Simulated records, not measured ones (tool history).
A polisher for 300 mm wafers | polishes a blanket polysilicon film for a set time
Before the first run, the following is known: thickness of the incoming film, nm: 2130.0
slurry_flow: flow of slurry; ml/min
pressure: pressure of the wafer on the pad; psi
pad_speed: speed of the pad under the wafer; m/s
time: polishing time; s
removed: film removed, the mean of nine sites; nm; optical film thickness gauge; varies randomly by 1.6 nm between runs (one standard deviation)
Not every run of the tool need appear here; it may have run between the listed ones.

Run 1, day 0: slurry_flow 270 ml/min, pressure 2.8 psi, pad_speed 1.08 m/s, time 50 s. Result: removed 427.74 nm.
Run 2, day 0.188: slurry_flow 270 ml/min, pressure 2.2 psi, pad_speed 1.08 m/s, time 50 s. Result: removed 335.66 nm.
Run 3, day 0.375: slurry_flow 270 ml/min, pressure 2 psi, pad_speed 1.08 m/s, time 50 s. Result: removed 304.86 nm.
Run 4, day 0.462: slurry_flow 270 ml/min, pressure 1.9 psi, pad_speed 1.04 m/s, time 50 s. Result: removed 285.92 nm.
Run 5, day 0.7: slurry_flow 305 ml/min, pressure 1.9 psi, pad_speed 1.04 m/s, time 50 s. Result: removed 290.55 nm.
Run 6, day 0.796: slurry_flow 360 ml/min, pressure 1.9 psi, pad_speed 1.04 m/s, time 50 s. Result: removed 292.04 nm.
Run 7, day 1.008: slurry_flow 360 ml/min, pressure 1.8 psi, pad_speed 1 m/s, time 50 s. Result: removed 271.41 nm.
Run 8, day 1.038: slurry_flow 360 ml/min, pressure 1.7 psi, pad_speed 0.96 m/s, time 50 s. Result: removed 245.32 nm.
Run 9, day 1.329: slurry_flow 360 ml/min, pressure 1.6 psi, pad_speed 0.94 m/s, time 50 s. Result: removed 231.15 nm.
Run 10, day 1.662: slurry_flow 360 ml/min, pressure 1.5 psi, pad_speed 0.92 m/s, time 50 s. Result: removed 210.89 nm.
Run 11, day 1.892: slurry_flow 355 ml/min, pressure 1.5 psi, pad_speed 0.92 m/s, time 50 s. Result: removed 208.34 nm.
Run 12, day 2.112: slurry_flow 350 ml/min, pressure 1.5 psi, pad_speed 0.92 m/s, time 50 s. Result: removed 210.83 nm.

The next listed run, before its measurement:
Run 13, day 2.396: slurry_flow 345 ml/min, pressure 1.5 psi, pad_speed 0.92 m/s, time 50 s. Result: removed ?.

removed: 209.66 nm
